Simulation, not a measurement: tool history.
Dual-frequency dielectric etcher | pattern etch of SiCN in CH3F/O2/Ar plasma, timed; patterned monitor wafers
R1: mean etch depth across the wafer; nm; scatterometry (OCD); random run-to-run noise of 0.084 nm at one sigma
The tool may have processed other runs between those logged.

run 1 day=0.000 | source_power_(kW)=0.290 bias_power_(kW)=0.071 etch_time_(s)=74.0 | R1=25.984
run 2 day=0.212 | source_power_(kW)=0.290 bias_power_(kW)=0.065 etch_time_(s)=74.0 | R1=25.300
run 3 day=0.292 | source_power_(kW)=0.300 bias_power_(kW)=0.068 etch_time_(s)=74.5 | R1=26.341
run 4 day=0.633 | source_power_(kW)=0.310 bias_power_(kW)=0.070 etch_time_(s)=74.5 | R1=27.088
run 5 day=0.808 | source_power_(kW)=0.310 bias_power_(kW)=0.079 etch_time_(s)=74.5 | R1=27.976
run 6 day=1.133 | source_power_(kW)=0.310 bias_power_(kW)=0.079 etch_time_(s)=74.0 | R1=27.982
run 7 day=1.308 | source_power_(kW)=0.320 bias_power_(kW)=0.080 etch_time_(s)=74.0 | R1=28.374
run 8 day=1.450 | source_power_(kW)=0.330 bias_power_(kW)=0.081 etch_time_(s)=74.0 | R1=29.192
run 9 day=1.792 | source_power_(kW)=0.340 bias_power_(kW)=0.082 etch_time_(s)=74.0 | R1=29.793
run 10 day=2.004 | source_power_(kW)=0.360 bias_power_(kW)=0.083 etch_time_(s)=74.0 | R1=30.689

The next listed run, before its measurement:
run 11 day=2.192 | source_power_(kW)=0.360 bias_power_(kW)=0.083 etch_time_(s)=74.0 | R1=?

R1: 30.714 nm
